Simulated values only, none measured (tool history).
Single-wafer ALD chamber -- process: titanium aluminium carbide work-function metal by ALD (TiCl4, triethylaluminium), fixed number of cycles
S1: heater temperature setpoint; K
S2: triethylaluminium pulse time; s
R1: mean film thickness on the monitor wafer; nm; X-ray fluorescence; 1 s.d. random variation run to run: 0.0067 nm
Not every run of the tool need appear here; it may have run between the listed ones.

Run 1, hour 0: S1 573.15 K, S2 13.06 s. Result: R1 2.129 nm.
Run 2, hour 9: S1 573.15 K, S2 15.64 s. Result: R1 2.1837 nm.
Run 3, hour 10.6: S1 568.15 K, S2 14.96 s. Result: R1 2.1242 nm.
Run 4, hour 18.3: S1 577.15 K, S2 14.96 s. Result: R1 2.1999 nm.
Run 5, hour 25.5: S1 571.15 K, S2 14.11 s. Result: R1 2.151 nm.
Run 6, hour 27.2: S1 566.15 K, S2 14.11 s. Result: R1 2.1072 nm.
Run 7, hour 35.2: S1 562.15 K, S2 13.13 s. Result: R1 2.0395 nm.
Run 8, hour 40.7: S1 560.15 K, S2 12.95 s. Result: R1 2.0282 nm.
Run 9, hour 44.9: S1 558.15 K, S2 12.68 s. Result: R1 2.0147 nm.
Run 10, hour 50.4: S1 549.15 K, S2 10.45 s. Result: R1 1.8749 nm.

Run 11 comes next. What will it give?
Run 11, hour 57.7: S1 550.15 K, S2 10.52 s. Result: R1 ?.

For run 11 the tool returned R1 1.8913 nm.
